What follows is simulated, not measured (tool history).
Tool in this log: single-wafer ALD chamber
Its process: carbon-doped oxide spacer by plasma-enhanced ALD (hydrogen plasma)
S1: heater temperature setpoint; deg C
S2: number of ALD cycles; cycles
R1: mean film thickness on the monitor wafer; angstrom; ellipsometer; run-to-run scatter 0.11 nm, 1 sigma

Run 1, hour 0.0: S1 400 deg C, S2 533 cycles. Result: R1 276.32 angstrom.
Run 2, hour 4.3: S1 400 deg C, S2 486 cycles. Result: R1 251.18 angstrom.
Run 3, hour 13.0: S1 400 deg C, S2 421 cycles. Result: R1 218.58 angstrom.
Run 4, hour 13.9: S1 391 deg C, S2 421 cycles. Result: R1 220.17 angstrom.
Run 5, hour 17.8: S1 391 deg C, S2 362 cycles. Result: R1 186.54 angstrom.
Run 6, hour 25.8: S1 397 deg C, S2 362 cycles. Result: R1 188.15 angstrom.
Run 7, hour 28.3: S1 397 deg C, S2 405 cycles. Result: R1 209.79 angstrom.
Run 8, hour 30.4: S1 389 deg C, S2 490 cycles. Result: R1 255.71 angstrom.
Run 9, hour 32.9: S1 389 deg C, S2 512 cycles. Result: R1 266.20 angstrom.
Run 10, hour 34.8: S1 389 deg C, S2 532 cycles. Result: R1 276.02 angstrom.
Run 11, hour 41.0: S1 389 deg C, S2 550 cycles. Result: R1 285.45 angstrom.

What will run 12 give?
Run 12, hour 49.9: S1 389 deg C, S2 550 cycles. Result: R1 ?.

Run 12 gave R1 285.95 angstrom.

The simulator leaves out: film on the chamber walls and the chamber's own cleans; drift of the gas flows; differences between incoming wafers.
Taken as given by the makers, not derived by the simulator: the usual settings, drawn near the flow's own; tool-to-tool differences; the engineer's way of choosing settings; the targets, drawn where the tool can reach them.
